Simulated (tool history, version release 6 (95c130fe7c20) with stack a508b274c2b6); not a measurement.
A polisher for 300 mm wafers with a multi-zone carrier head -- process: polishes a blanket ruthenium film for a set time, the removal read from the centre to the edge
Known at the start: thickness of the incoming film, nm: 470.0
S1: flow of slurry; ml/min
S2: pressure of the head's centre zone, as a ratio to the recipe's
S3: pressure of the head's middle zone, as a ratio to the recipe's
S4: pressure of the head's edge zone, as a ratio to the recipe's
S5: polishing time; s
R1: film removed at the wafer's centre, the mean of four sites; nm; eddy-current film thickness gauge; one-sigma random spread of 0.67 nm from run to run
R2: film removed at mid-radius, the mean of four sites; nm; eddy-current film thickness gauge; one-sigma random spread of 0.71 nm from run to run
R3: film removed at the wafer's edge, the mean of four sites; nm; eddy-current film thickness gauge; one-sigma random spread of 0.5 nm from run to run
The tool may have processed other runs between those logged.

| run | day | S1 | S2 | S3 | S4 | S5 | R1 | R2 | R3 |
|---|---|---|---|---|---|---|---|---|---|
| 1 | 0.000 | 135 | 1.00 | 1.00 | 1.00 | 90 | 77.561 | 77.084 | 77.235 |
| 2 | 0.083 | 130 | 0.99 | 0.98 | 0.97 | 81 | 69.161 | 65.947 | 68.385 |
| 3 | 0.188 | 125 | 0.98 | 0.99 | 0.94 | 75 | 62.013 | 61.083 | 60.910 |
| 4 | 0.492 | 125 | 0.98 | 0.99 | 0.94 | 58 | 48.151 | 48.209 | 47.070 |
| 5 | 0.654 | 125 | 0.98 | 1.03 | 0.94 | 58 | 48.515 | 48.061 | 47.926 |
| 6 | 1.004 | 130 | 0.99 | 1.03 | 0.96 | 58 | 48.152 | 50.348 | 49.308 |
| 7 | 1.279 | 130 | 1.01 | 1.01 | 0.97 | 58 | 49.166 | 48.283 | 49.143 |
|  | 1.342 | worn pad replaced by a new one |
| 8 | 1.342 | 135 | 1.02 | 1.01 | 0.97 | 58 | 57.484 | 55.329 | 54.615 |
| 9 | 1.375 | 130 | 1.02 | 1.01 | 0.97 | 58 | 56.859 | 55.465 | 55.411 |

Forecast run 10:
| 10 | 1.450 | 130 | 1.02 | 1.01 | 0.97 | 58 | ? | ? | ? |

{"run 10": {"R1": 55.22, "R2": 54.72, "R3": 55.103}}
